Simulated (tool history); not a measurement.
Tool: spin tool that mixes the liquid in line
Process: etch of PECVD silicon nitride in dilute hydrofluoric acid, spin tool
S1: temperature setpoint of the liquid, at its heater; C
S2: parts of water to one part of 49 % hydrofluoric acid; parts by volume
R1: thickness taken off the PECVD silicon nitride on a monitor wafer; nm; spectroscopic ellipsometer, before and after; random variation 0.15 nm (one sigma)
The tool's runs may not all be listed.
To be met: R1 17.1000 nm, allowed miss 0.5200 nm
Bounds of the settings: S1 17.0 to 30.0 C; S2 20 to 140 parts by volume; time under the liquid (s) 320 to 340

run 1 day=0.000 | S1=22.0 S2=75 time_under_the_liquid_(s)=320 | R1=8.0450
run 2 day=0.179 | S1=18.5 S2=75 time_under_the_liquid_(s)=320 | R1=6.3115
run 3 day=0.479 | S1=18.5 S2=55 time_under_the_liquid_(s)=320 | R1=8.4536
run 4 day=0.846 | S1=18.5 S2=55 time_under_the_liquid_(s)=340 | R1=9.1309
run 5 day=1.033 | S1=18.5 S2=55 time_under_the_liquid_(s)=320 | R1=8.4727
run 6 day=1.342 | S1=20.5 S2=55 time_under_the_liquid_(s)=320 | R1=9.7705
run 7 day=1.675 | S1=22.0 S2=55 time_under_the_liquid_(s)=320 | R1=10.8890
run 8 day=1.708 | S1=23.0 S2=55 time_under_the_liquid_(s)=320 | R1=11.6470
run 9 day=1.896 | S1=24.0 S2=55 time_under_the_liquid_(s)=320 | R1=12.3070
run 10 day=2.233 | S1=25.0 S2=55 time_under_the_liquid_(s)=320 | R1=13.3040

5 next moves are on the table. One of them brings every result within its allowed miss. Which?
run A day=2.571 | S1=25.5 S2=40 time_under_the_liquid_(s)=325 | R1=?
run B day=2.571 | S1=29.5 S2=55 time_under_the_liquid_(s)=340 | R1=?
run C day=2.571 | S1=23.5 S2=55 time_under_the_liquid_(s)=320 | R1=?
run D day=2.571 | S1=26.0 S2=50 time_under_the_liquid_(s)=320 | R1=?
run E day=2.571 | S1=23.5 S2=40 time_under_the_liquid_(s)=335 | R1=?

move=A R1=18.9330
move=B R1=18.8420
move=C R1=11.9330
move=D R1=15.4910
move=E R1=17.0500
A: takes the result that was furthest off past its target
B: takes the result that was furthest off past its target
C: further off than the last run
D: nearer than the last run, and not there yet
E: meets every target
Move E is the one to make.

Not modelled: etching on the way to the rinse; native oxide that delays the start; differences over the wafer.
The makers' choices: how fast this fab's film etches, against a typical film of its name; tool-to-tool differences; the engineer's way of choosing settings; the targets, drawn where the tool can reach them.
